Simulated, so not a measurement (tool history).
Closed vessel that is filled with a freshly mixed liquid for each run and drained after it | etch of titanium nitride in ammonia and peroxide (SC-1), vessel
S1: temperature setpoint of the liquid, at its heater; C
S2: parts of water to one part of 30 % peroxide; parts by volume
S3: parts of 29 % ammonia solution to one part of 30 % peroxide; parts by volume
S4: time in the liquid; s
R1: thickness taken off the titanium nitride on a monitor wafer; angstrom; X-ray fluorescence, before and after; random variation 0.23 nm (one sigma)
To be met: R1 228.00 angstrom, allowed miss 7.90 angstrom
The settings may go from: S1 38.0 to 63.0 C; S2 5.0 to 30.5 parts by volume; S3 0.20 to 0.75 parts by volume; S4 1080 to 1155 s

Run 1, day 0.000: S1 47.0 C, S2 17.0 parts by volume, S3 0.45 parts by volume, S4 1080 s. Result: R1 517.71 angstrom.
Run 2, day 0.183: S1 47.0 C, S2 17.0 parts by volume, S3 0.50 parts by volume, S4 1080 s. Result: R1 542.09 angstrom.
Run 3, day 0.317: S1 44.5 C, S2 19.0 parts by volume, S3 0.50 parts by volume, S4 1080 s. Result: R1 426.03 angstrom.
Run 4, day 0.425: S1 42.5 C, S2 20.5 parts by volume, S3 0.50 parts by volume, S4 1080 s. Result: R1 350.18 angstrom.
Run 5, day 0.779: S1 41.0 C, S2 21.5 parts by volume, S3 0.50 parts by volume, S4 1080 s. Result: R1 306.91 angstrom.
Run 6, day 1.154: S1 47.0 C, S2 21.5 parts by volume, S3 0.50 parts by volume, S4 1080 s. Result: R1 472.74 angstrom.
Run 7, day 1.354: S1 44.5 C, S2 22.5 parts by volume, S3 0.50 parts by volume, S4 1080 s. Result: R1 381.68 angstrom.
Run 8, day 1.738: S1 42.5 C, S2 23.0 parts by volume, S3 0.50 parts by volume, S4 1080 s. Result: R1 330.18 angstrom.
Run 9, day 1.846: S1 41.0 C, S2 23.5 parts by volume, S3 0.50 parts by volume, S4 1080 s. Result: R1 290.23 angstrom.
Run 10, day 2.192: S1 40.0 C, S2 24.0 parts by volume, S3 0.50 parts by volume, S4 1080 s. Result: R1 268.15 angstrom.
Run 11, day 2.271: S1 39.5 C, S2 24.0 parts by volume, S3 0.50 parts by volume, S4 1080 s. Result: R1 256.62 angstrom.
Run 12, day 2.400: S1 39.0 C, S2 24.0 parts by volume, S3 0.50 parts by volume, S4 1080 s. Result: R1 250.41 angstrom.
Run 13, day 2.792: S1 38.5 C, S2 24.0 parts by volume, S3 0.50 parts by volume, S4 1080 s. Result: R1 239.68 angstrom.

4 next moves are on the table. One of them brings every result within its allowed miss. Which?
Run A, day 3.183: S1 38.0 C, S2 27.5 parts by volume, S3 0.70 parts by volume, S4 1100 s. Result: R1 ?.
Run B, day 3.183: S1 38.0 C, S2 21.5 parts by volume, S3 0.55 parts by volume, S4 1100 s. Result: R1 ?.
Run C, day 3.183: S1 38.5 C, S2 24.5 parts by volume, S3 0.50 parts by volume, S4 1100 s. Result: R1 ?.
Run D, day 3.183: S1 39.0 C, S2 23.0 parts by volume, S3 0.60 parts by volume, S4 1080 s. Result: R1 ?.

move      R1
   A  231.28
   B  253.99
   C  240.68
   D  263.01
A: meets every target
B: further off than the last run
C: further off than the last run
D: further off than the last run
The right move is A.
